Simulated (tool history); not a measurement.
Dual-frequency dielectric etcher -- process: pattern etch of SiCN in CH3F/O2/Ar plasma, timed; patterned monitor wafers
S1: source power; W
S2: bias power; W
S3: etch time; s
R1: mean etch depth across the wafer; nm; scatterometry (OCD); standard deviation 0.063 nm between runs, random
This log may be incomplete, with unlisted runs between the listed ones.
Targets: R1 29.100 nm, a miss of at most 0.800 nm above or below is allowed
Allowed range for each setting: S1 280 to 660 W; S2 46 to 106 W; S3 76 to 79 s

run	hour	S1	S2	S3	R1
1	0.0	470	76	76	33.545
2	5.8	450	75	76	32.353
3	8.7	510	75	76	35.167
4	9.3	510	75	76	34.972
5	15.2	440	75	76	31.931
6	22.1	520	75	76	35.367
7	28.8	500	74	76	34.577
8	35.3	490	73	76	33.777
9	38.2	480	73	76	33.336
# hour 43.3: source power generator calibrated
10	43.3	470	73	76	32.251
11	51.6	460	73	76	31.872
12	58.7	360	68	76	26.106
13	59.9	370	68	76	26.631
14	62.2	380	68	76	27.241
15	68.9	400	68	76	28.179

4 candidate next runs follow, results not yet known. Just one meets every target within its allowed miss. Identify it.
A	75.6	420	58	76	?
B	75.6	410	61	77	?
C	75.6	410	69	77	?
D	75.6	400	59	76	?

move	R1
A	26.926
B	27.514
C	29.207
D	26.273
A: lands further from the targets than the last run did
B: lands further from the targets than the last run did
C: meets every target
D: lands further from the targets than the last run did
Correct choice: C, which meets every target
